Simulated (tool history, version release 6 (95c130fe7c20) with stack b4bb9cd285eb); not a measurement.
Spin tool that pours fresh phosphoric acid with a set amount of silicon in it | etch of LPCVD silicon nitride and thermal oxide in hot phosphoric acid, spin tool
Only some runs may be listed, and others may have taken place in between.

| run | hour | temperature setpoint of the liquid (K) | silicon dissolved in the acid as it is poured (mg a litre) | time under the liquid (s) | thickness taken off the LPCVD silicon nitride on a monitor wafer (nm) | thickness taken off the thermal oxide on a monitor wafer (nm) |
|---|---|---|---|---|---|---|
| 1 | 0.0 | 432.15 | 28.0 | 180 | 12.2000 | 0.19053 |
| 2 | 3.2 | 432.65 | 33.5 | 180 | 12.4300 | 0.22554 |
| 3 | 7.6 | 432.65 | 33.5 | 135 | 9.3642 | 0.12858 |
| 4 | 14.0 | 431.65 | 38.0 | 155 | 10.3990 | 0.11505 |
|  | 17.1 | dissolved silicon flow meter replaced |
| 5 | 17.1 | 431.65 | 38.0 | 120 | 8.0615 | 0.12539 |
| 6 | 19.5 | 432.65 | 38.0 | 120 | 8.2776 | 0.11551 |

For run 7, what comes out?
| 7 | 22.5 | 431.65 | 41.0 | 145 | ? | ? |

Logged for run 7: thickness taken off the LPCVD silicon nitride on a monitor wafer (nm) 9.6735, thickness taken off the thermal oxide on a monitor wafer (nm) 0.09933.
